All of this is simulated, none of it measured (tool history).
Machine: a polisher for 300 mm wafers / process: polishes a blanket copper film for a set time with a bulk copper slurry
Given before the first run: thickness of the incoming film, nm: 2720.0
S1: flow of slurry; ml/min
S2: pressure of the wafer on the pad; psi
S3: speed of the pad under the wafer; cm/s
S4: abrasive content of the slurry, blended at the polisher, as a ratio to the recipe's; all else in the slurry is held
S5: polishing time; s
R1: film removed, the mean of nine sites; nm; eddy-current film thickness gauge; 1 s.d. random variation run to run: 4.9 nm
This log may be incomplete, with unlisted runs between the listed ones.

{"run": 1, "hour": 0.0, "S1": 250, "S2": 2.9, "S3": 122, "S4": 1, "S5": 56, "R1": 520.83}
{"run": 2, "hour": 4.2, "S1": 250, "S2": 2.7, "S3": 122, "S4": 1, "S5": 56, "R1": 486.79}
{"run": 3, "hour": 7.3, "S1": 250, "S2": 2.7, "S3": 122, "S4": 1, "S5": 56, "R1": 491.8}
{"run": 4, "hour": 9.8, "S1": 250, "S2": 2.5, "S3": 122, "S4": 1, "S5": 56, "R1": 468.77}
{"run": 5, "hour": 17.9, "S1": 305, "S2": 2.5, "S3": 122, "S4": 1, "S5": 56, "R1": 461.09}
{"run": 6, "hour": 19.7, "S1": 305, "S2": 2.3, "S3": 122, "S4": 1, "S5": 56, "R1": 438.47}
{"run": 7, "hour": 24.5, "S1": 305, "S2": 2.3, "S3": 122, "S4": 1, "S5": 56, "R1": 443.41}

Run 8 has not been measured yet. What should we expect?
{"run": 8, "hour": 29.6, "S1": 305, "S2": 2.1, "S3": 122, "S4": 1, "S5": 56, "R1": "?"}

R1: 409.86 nm

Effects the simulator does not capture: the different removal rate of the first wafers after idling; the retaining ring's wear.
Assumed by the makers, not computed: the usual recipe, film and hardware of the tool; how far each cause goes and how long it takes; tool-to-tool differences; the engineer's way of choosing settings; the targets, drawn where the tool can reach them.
